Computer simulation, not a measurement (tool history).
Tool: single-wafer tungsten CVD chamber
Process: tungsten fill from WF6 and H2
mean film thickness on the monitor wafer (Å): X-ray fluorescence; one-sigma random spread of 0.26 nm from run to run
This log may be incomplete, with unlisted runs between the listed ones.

| run | hour | heater temperature setpoint (°C) | chamber pressure (mTorr) | deposition time (s) | mean film thickness on the monitor wafer (Å) |
|---|---|---|---|---|---|
| 1 | 0 | 380 | 47700 | 37.4 | 1025.8 |
| 2 | 7 | 370 | 47700 | 37.4 | 847.46 |
| 3 | 13.3 | 367 | 47600 | 37.4 | 803.95 |
| 4 | 17.6 | 373 | 47600 | 37.4 | 900.46 |
| 5 | 21.8 | 373 | 47600 | 37.4 | 894.73 |
| 6 | 23.7 | 373 | 47600 | 37.4 | 903.22 |

The next listed run, before its measurement:
| 7 | 26 | 361 | 47200 | 37.4 | ? |

mean film thickness on the monitor wafer (Å): 719.42

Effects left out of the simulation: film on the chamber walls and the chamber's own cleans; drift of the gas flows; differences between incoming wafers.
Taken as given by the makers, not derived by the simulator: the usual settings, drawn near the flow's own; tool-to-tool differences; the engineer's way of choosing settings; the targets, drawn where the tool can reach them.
